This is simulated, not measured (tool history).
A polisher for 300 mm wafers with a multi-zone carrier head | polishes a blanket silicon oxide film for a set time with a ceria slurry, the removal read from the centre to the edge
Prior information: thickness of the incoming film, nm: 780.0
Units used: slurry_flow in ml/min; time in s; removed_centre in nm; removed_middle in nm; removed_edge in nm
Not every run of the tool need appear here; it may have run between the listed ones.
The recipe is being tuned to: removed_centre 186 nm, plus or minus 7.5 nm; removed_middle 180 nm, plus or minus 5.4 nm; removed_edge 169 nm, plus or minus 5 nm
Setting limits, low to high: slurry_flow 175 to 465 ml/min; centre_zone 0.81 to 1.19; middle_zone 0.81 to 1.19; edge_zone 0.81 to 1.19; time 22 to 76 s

run  hour  slurry_flow  centre_zone  middle_zone  edge_zone  time  removed_centre  removed_middle  removed_edge
  1     0          295            1            1          1    49          249.11          251.28        246.37
  2   0.8          295            1            1          1    37          187.61          193.84        181.66
  3   8.1          290         1.01         0.99       0.98    37          184.21          188.94         184.9
  4  13.4          300         1.03            1       0.98    36           188.2          187.91        177.25
  5  20.3          300         1.04            1       0.97    36          186.84          188.42         176.4
  6  22.8          345         1.04            1       0.97    36          196.37          189.65        176.91
  7  27.7          340         1.04            1       0.96    36          193.08          185.91        175.37
  8  34.4          340         1.04            1       0.96    36          186.76          187.25        178.01

4 next moves are on the table. One of them brings every result within its allowed miss. Which?
  A  41.1          305         1.07         1.01       0.98    34               ?               ?             ?
  B  41.1          250         1.05         1.11       0.97    35               ?               ?             ?
  C  41.1          330         1.07         0.98       0.96    37               ?               ?             ?
  D  41.1          315            1         0.99       0.92    37               ?               ?             ?

move  removed_centre  removed_middle  removed_edge
   A          184.69          175.68        168.55
   B          183.88          193.24        170.57
   C          202.13          187.39        182.45
   D          188.62          188.48        178.39
A: meets every target
B: the furthest-off result lands on target, but another misses its tolerance
C: the biggest miss grows against the last run
D: neither nearer nor further off than the last run
Go with A: it meets all targets.

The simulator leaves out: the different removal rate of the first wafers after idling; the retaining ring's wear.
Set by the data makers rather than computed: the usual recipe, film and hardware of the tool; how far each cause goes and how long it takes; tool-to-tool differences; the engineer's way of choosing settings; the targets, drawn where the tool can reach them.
